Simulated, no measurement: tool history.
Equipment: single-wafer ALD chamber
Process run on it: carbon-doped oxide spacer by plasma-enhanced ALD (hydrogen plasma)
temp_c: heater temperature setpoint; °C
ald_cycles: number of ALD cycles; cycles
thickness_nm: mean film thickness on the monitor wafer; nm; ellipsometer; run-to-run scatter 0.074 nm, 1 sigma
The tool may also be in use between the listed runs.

run  hour  temp_c  ald_cycles  thickness_nm
  1     0     385         378        18.948
  2   7.1     385         400         20.08
  3  10.5     385         349        17.586
  4  18.3     376         349        17.434
  5  27.3     376         378         18.87
  6  30.8     376         417        20.805

Predict the results of run 7:
  7  39.6     376         430             ?

Run 7 came out at thickness_nm 21.571 nm.

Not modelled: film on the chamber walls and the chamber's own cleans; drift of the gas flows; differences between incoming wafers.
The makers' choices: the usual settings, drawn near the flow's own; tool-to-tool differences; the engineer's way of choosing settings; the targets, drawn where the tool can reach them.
